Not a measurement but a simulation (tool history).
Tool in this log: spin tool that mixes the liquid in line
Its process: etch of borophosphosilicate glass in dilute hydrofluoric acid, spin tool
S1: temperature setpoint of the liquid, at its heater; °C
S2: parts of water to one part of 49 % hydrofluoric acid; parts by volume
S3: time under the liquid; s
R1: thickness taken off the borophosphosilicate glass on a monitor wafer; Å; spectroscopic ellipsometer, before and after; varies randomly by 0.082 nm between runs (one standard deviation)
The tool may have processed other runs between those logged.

run 1 hour=0 | S1=21 S2=45 S3=20 | R1=188.1
run 2 hour=0.9 | S1=21 S2=50 S3=20 | R1=166.72
run 3 hour=2 | S1=24.5 S2=50 S3=20 | R1=190.63
run 4 hour=8.9 | S1=26 S2=50 S3=20 | R1=204.65
run 5 hour=15.6 | S1=26 S2=45 S3=20 | R1=229.36
run 6 hour=19.6 | S1=26 S2=50 S3=20 | R1=202.78
run 7 hour=22 | S1=24.5 S2=50 S3=20 | R1=192.54
run 8 hour=22.7 | S1=23.5 S2=50 S3=20 | R1=184.53
run 9 hour=30.6 | S1=22.5 S2=50 S3=20 | R1=177.74
run 10 hour=39.2 | S1=21.5 S2=50 S3=20 | R1=170.27
run 11 hour=40.1 | S1=21 S2=50 S3=20 | R1=164.39
run 12 hour=48.1 | S1=20.5 S2=50 S3=20 | R1=164.16

What does the tool deliver on the next run?
run 13 hour=51.7 | S1=20 S2=50 S3=20 | R1=?

R1: 158.01 Å

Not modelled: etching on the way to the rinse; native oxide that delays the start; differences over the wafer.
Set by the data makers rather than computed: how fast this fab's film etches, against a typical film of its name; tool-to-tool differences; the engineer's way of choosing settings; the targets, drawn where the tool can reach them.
